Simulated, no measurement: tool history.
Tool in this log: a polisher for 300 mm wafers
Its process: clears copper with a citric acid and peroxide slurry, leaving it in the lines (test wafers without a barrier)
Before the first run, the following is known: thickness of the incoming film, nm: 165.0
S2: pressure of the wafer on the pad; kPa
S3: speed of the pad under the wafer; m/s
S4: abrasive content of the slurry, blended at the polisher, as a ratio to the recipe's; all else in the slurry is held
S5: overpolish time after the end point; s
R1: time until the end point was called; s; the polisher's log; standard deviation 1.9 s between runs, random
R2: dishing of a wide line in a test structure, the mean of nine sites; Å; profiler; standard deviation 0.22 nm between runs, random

run 1 day=0.000 | flow_of_slurry_(ml/min)=310 S2=26.2 S3=0.86 S4=1.00 S5=13 | R1=58.496 R2=252.51
run 2 day=0.288 | flow_of_slurry_(ml/min)=310 S2=26.2 S3=0.96 S4=1.00 S5=13 | R1=54.298 R2=274.27
run 3 day=0.483 | flow_of_slurry_(ml/min)=310 S2=26.2 S3=0.96 S4=0.80 S5=13 | R1=55.507 R2=262.66
run 4 day=0.529 | flow_of_slurry_(ml/min)=310 S2=26.2 S3=1.16 S4=0.80 S5=13 | R1=48.902 R2=298.95
run 5 day=0.788 | flow_of_slurry_(ml/min)=305 S2=24.1 S3=1.12 S4=0.80 S5=13 | R1=52.175 R2=283.12
run 6 day=0.879 | flow_of_slurry_(ml/min)=305 S2=22.8 S3=1.04 S4=0.80 S5=13 | R1=59.155 R2=255.40
run 7 day=1.167 | flow_of_slurry_(ml/min)=305 S2=21.4 S3=0.98 S4=0.80 S5=13 | R1=63.789 R2=234.38
run 8 day=1.258 | flow_of_slurry_(ml/min)=305 S2=20.0 S3=0.94 S4=0.80 S5=13 | R1=67.927 R2=221.53
run 9 day=1.525 | flow_of_slurry_(ml/min)=300 S2=13.1 S3=0.78 S4=0.75 S5=11 | R1=107.530 R2=125.73
run 10 day=1.608 | flow_of_slurry_(ml/min)=300 S2=13.1 S3=0.78 S4=0.75 S5=11 | R1=106.270 R2=127.82
run 11 day=1.804 | flow_of_slurry_(ml/min)=300 S2=13.8 S3=0.78 S4=0.75 S5=11 | R1=104.840 R2=131.70

Estimate the outcome of run 12 from the log above:
run 12 day=2.146 | flow_of_slurry_(ml/min)=300 S2=14.5 S3=0.78 S4=0.75 S5=11 | R1=? R2=?

R1: 99.743 s
R2: 131.92 Å

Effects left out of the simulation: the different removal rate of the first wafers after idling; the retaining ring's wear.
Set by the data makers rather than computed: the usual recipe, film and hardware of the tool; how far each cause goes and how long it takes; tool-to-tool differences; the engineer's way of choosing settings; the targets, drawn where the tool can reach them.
